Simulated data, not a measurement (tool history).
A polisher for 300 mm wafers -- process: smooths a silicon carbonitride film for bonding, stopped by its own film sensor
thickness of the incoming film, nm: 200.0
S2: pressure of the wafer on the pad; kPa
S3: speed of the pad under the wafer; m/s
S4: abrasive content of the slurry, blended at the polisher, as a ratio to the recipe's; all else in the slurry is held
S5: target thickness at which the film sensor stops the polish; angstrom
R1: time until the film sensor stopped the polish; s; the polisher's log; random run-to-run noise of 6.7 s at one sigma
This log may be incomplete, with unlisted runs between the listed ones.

{"run": 1, "hour": 0.0, "flow of slurry (ml/min)": 125, "S2": 17.2, "S3": 1.12, "S4": 1, "S5": 1290, "R1": 250.83}
{"run": 2, "hour": 3.7, "flow of slurry (ml/min)": 125, "S2": 20, "S3": 1.12, "S4": 1, "S5": 1290, "R1": 215.07}
{"run": 3, "hour": 7.1, "flow of slurry (ml/min)": 125, "S2": 16.5, "S3": 1.12, "S4": 1, "S5": 1290, "R1": 248.42}
{"run": 4, "hour": 11.3, "flow of slurry (ml/min)": 125, "S2": 13.8, "S3": 1.08, "S4": 1, "S5": 1290, "R1": 307.49}
{"run": 5, "hour": 16.7, "flow of slurry (ml/min)": 125, "S2": 13.1, "S3": 1.08, "S4": 1, "S5": 1290, "R1": 327.03}
{"run": 6, "hour": 22.2, "flow of slurry (ml/min)": 125, "S2": 13.1, "S3": 1.08, "S4": 1.2, "S5": 1290, "R1": 302.75}
{"run": 7, "hour": 27.9, "flow of slurry (ml/min)": 125, "S2": 13.1, "S3": 1.08, "S4": 1.2, "S5": 1290, "R1": 298.57}

Run 8 has not been measured yet. What should we expect?
{"run": 8, "hour": 32.6, "flow of slurry (ml/min)": 125, "S2": 11.7, "S3": 1.06, "S4": 1.2, "S5": 1290, "R1": "?"}

Run 8 gave R1 349.54 s.
